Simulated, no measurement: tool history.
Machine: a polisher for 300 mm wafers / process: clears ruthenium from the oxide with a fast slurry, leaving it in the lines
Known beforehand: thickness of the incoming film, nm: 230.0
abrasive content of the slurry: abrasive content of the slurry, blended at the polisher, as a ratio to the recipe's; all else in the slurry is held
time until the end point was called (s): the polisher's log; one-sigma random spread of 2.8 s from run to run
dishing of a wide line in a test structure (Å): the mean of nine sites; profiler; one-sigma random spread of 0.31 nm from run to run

run	day	flow of slurry (ml/min)	pressure of the wafer on the pad (psi)	speed of the pad under the wafer (m/s)	abrasive content of the slurry	overpolish time after the end point (s)	time until the end point was called (s)	dishing of a wide line in a test structure (Å)
1	0	315	2.5	0.76	1	22	88.922	524.25
2	0.033	315	2.2	0.72	1	20	105.33	422.24
3	0.071	315	2	0.68	1	18	121.85	340.73
4	0.321	315	1.8	0.66	1	17	132.36	290.06
5	0.592	315	1.6	0.66	1	17	147.26	255.05
6	0.712	315	1.6	0.82	1	17	129.06	302.13
7	1.075	315	1.5	0.8	1	17	139.87	279.8
8	1.396	315	1.4	0.8	1	17	148.98	257.67
9	1.725	315	1.3	0.8	1	17	159.8	240.83

Forecast run 10:
10	1.867	315	1.1	0.8	1	16	?	?

For run 10 the tool returned time until the end point was called (s) 190.06, dishing of a wide line in a test structure (Å) 197.37.
